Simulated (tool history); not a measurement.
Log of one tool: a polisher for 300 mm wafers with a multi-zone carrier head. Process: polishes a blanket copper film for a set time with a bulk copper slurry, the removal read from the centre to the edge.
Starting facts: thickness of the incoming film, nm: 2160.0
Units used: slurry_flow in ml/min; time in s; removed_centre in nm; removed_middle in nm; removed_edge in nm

run 1 day=0.000 | slurry_flow=210 centre_zone=1.00 middle_zone=1.00 edge_zone=1.00 slurry_solids=1.00 time=46 | removed_centre=598.12 removed_middle=584.56 removed_edge=595.66
run 2 day=0.167 | slurry_flow=210 centre_zone=1.00 middle_zone=1.00 edge_zone=1.00 slurry_solids=1.00 time=38 | removed_centre=498.08 removed_middle=493.15 removed_edge=483.65
run 3 day=0.454 | slurry_flow=195 centre_zone=0.94 middle_zone=0.97 edge_zone=1.00 slurry_solids=0.85 time=36 | removed_centre=425.89 removed_middle=449.30 removed_edge=450.03
run 4 day=0.788 | slurry_flow=185 centre_zone=0.91 middle_zone=0.94 edge_zone=0.99 slurry_solids=0.75 time=35 | removed_centre=384.26 removed_middle=411.29 removed_edge=413.91
run 5 day=0.912 | slurry_flow=175 centre_zone=0.88 middle_zone=0.91 edge_zone=0.99 slurry_solids=0.70 time=35 | removed_centre=360.71 removed_middle=384.78 removed_edge=407.31
run 6 day=0.938 | slurry_flow=165 centre_zone=0.86 middle_zone=0.90 edge_zone=0.97 slurry_solids=0.65 time=35 | removed_centre=340.45 removed_middle=374.07 removed_edge=398.34

Run 7 comes next. What will it give?
run 7 day=1.025 | slurry_flow=165 centre_zone=0.85 middle_zone=0.89 edge_zone=0.95 slurry_solids=0.60 time=35 | removed_centre=? removed_middle=? removed_edge=?

Run 7 gave removed_centre 335.64 nm, removed_middle 359.19 nm, removed_edge 388.14 nm.
